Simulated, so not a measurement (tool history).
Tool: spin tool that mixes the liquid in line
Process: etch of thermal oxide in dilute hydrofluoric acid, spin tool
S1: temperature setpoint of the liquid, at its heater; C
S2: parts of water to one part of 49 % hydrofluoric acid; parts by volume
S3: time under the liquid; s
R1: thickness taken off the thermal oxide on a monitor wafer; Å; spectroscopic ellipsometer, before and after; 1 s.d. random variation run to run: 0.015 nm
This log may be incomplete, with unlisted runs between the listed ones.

run  hour    S1   S2   S3      R1
  1     0    23  185  295  57.719
  2   8.8  22.5  190  295  54.707
  3  10.7  22.5  190  295  55.055
  4  13.9  22.5  240  295  41.561
  5  18.5  22.5  240  315  44.015
  6  20.5  22.5  190  315  58.441

Run 7 has not been measured yet. What should we expect?
  7  25.6  22.5  190  315   ?

Run 7 gave R1 58.414 Å.

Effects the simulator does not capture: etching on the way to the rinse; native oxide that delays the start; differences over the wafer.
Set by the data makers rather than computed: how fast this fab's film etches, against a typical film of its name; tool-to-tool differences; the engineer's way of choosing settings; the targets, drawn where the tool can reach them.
